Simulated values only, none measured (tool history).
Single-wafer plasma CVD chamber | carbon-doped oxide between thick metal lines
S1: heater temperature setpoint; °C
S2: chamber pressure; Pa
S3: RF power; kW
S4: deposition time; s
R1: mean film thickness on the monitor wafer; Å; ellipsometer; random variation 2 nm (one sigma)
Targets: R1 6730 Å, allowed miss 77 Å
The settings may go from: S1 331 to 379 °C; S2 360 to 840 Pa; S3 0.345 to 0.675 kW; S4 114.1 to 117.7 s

{"run": 1, "hour": 0.0, "S1": 355, "S2": 600, "S3": 0.51, "S4": 114.1, "R1": 6404.4}
{"run": 2, "hour": 6.8, "S1": 359, "S2": 600, "S3": 0.51, "S4": 114.1, "R1": 6331.3}
{"run": 3, "hour": 7.9, "S1": 359, "S2": 600, "S3": 0.48, "S4": 114.1, "R1": 6115.5}
{"run": 4, "hour": 15.4, "S1": 356, "S2": 623, "S3": 0.48, "S4": 114.1, "R1": 6220.2}
{"run": 5, "hour": 20.0, "S1": 353, "S2": 635, "S3": 0.48, "S4": 114.1, "R1": 6277}
{"run": 6, "hour": 25.0, "S1": 353, "S2": 583, "S3": 0.48, "S4": 114.1, "R1": 6173.9}
{"run": 7, "hour": 32.3, "S1": 351, "S2": 604, "S3": 0.48, "S4": 114.1, "R1": 6266.4}
{"run": 8, "hour": 36.4, "S1": 349, "S2": 617, "S3": 0.48, "S4": 114.1, "R1": 6299.8}
{"run": 9, "hour": 40.5, "S1": 347, "S2": 635, "S3": 0.48, "S4": 114.1, "R1": 6336}
{"run": 10, "hour": 48.4, "S1": 337, "S2": 755, "S3": 0.495, "S4": 114.1, "R1": 6865.6}

5 next moves are on the table. One of them brings every result within its allowed miss. Which?
{"run": "A", "hour": 56.3, "S1": 337, "S2": 732, "S3": 0.5, "S4": 117, "R1": "?"}
{"run": "B", "hour": 56.3, "S1": 336, "S2": 764, "S3": 0.46, "S4": 116.6, "R1": "?"}
{"run": "C", "hour": 56.3, "S1": 336, "S2": 741, "S3": 0.52, "S4": 115.2, "R1": "?"}
{"run": "D", "hour": 56.3, "S1": 331, "S2": 712, "S3": 0.465, "S4": 117.5, "R1": "?"}
{"run": "E", "hour": 56.3, "S1": 335, "S2": 728, "S3": 0.51, "S4": 114.6, "R1": "?"}

move=A R1=6978.7
move=B R1=6719.5
move=C R1=7042.8
move=D R1=6828.7
move=E R1=6936.5
A: further off than the last run
B: meets every target
C: further off than the last run
D: nearer than the last run, and not there yet
E: further off than the last run
The right move is B.
